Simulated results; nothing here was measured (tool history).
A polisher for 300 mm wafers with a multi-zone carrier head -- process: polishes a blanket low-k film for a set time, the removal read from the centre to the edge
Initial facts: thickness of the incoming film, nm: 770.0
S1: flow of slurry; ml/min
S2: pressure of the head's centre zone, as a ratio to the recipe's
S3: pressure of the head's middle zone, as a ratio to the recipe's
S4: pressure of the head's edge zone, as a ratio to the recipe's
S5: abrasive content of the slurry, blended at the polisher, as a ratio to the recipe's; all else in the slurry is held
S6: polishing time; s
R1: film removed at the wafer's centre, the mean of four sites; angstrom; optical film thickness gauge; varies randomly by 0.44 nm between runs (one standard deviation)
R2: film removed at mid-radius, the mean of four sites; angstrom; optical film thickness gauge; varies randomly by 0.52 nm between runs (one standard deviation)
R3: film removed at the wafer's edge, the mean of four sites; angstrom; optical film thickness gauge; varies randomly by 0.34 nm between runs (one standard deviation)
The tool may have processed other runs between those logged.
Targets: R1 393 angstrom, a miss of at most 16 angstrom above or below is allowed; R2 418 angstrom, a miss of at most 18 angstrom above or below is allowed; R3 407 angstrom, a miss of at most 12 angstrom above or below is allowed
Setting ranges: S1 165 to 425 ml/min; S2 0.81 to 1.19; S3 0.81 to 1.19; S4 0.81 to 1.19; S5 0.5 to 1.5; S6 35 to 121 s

run  hour   S1    S2    S3    S4    S5  S6      R1      R2      R3
  1     0  275     1     1     1     1  78     336  332.03  321.83
  2   7.9  325     1     1     1     1  78  343.45   345.5  323.56
  3  12.1  325     1     1     1   1.2  78  363.71  377.24  357.51
  4  13.9  330  1.01  1.01  1.04  1.25  78  376.55   377.4  368.08
  5  14.7  330  0.94  1.01  1.04  1.25  78  356.06  383.51  367.99
  6  23.3  330  0.94  1.05  1.04  1.25  78  352.87  384.87  366.99
  7    30  335  0.95  1.05  1.05   1.3  78  369.45   392.9  372.83
     32.6  -- edge zone pressure recalibrated
  8  32.6  340  0.95  1.05  1.06  1.35  78  367.66  402.22  389.69
  9  40.7  345  0.96  1.05  1.06  1.35  78   380.8  409.33  395.44
 10  44.7  350  0.96  1.05  1.07  1.35  78  367.61  391.94  387.08

Which of these 5 next moves meets every target?
  A  48.7  365  0.81  0.99  1.19   1.5  72   ?   ?   ?
  B  48.7  385  0.81  0.98  1.06   1.2  85   ?   ?   ?
  C  48.7  310  1.03  1.12  1.19  1.45  76   ?   ?   ?
  D  48.7  305  0.92  1.05  0.84   1.2  83   ?   ?   ?
  E  48.7  320  0.91  1.07  0.87   1.4  77   ?   ?   ?

move      R1      R2      R3
   A  309.31  378.69  394.79
   B  336.44  408.83  408.73
   C  386.24  425.43  406.49
   D  356.12  411.13  359.78
   E  349.87  412.95  360.41
A: lands further from the targets than the last run did
B: brings the last run's worst result on target, with another outside its allowed miss
C: all results land within tolerance of their targets
D: lands further from the targets than the last run did
E: lands further from the targets than the last run did
Correct choice: C, which meets every target
